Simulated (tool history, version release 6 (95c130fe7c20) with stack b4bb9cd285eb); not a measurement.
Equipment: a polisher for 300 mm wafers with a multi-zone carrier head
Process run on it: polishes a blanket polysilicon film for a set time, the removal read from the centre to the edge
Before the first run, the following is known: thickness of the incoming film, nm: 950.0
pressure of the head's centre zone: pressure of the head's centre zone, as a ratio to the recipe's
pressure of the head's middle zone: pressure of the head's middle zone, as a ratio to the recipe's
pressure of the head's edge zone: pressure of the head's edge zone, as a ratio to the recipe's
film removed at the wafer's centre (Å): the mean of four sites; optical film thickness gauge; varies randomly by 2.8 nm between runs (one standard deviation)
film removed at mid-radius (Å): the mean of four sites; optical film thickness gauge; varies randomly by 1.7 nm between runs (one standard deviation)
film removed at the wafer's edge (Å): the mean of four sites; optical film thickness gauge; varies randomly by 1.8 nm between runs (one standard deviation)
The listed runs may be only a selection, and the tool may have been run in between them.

run	hour	flow of slurry (ml/min)	pressure of the head's centre zone	pressure of the head's middle zone	pressure of the head's edge zone	polishing time (s)	film removed at the wafer's centre (Å)	film removed at mid-radius (Å)	film removed at the wafer's edge (Å)
1	0	220	1	1	1	46	3254.1	3309.4	3359.2
2	2.2	220	1	1	1	40	2849.5	2867	2949.5
3	10.4	220	1.04	1	1	40	2939.2	2902.2	2988.7
4	13.8	230	1.06	1.02	0.95	36	2679.2	2624.9	2568.7
5	21.9	230	1.06	1.02	0.91	35	2637.2	2570.9	2476
6	29.5	230	1.07	1.03	0.88	34	2563.7	2505.8	2365.8
7	36.2	230	1.08	1.03	0.86	33	2493	2448.6	2232.3

The next listed run, before its measurement:
8	39.4	220	1.08	1.02	0.85	33	?	?	?

For run 8 the tool returned film removed at the wafer's centre (Å) 2465.4, film removed at mid-radius (Å) 2428.2, film removed at the wafer's edge (Å) 2274.5.
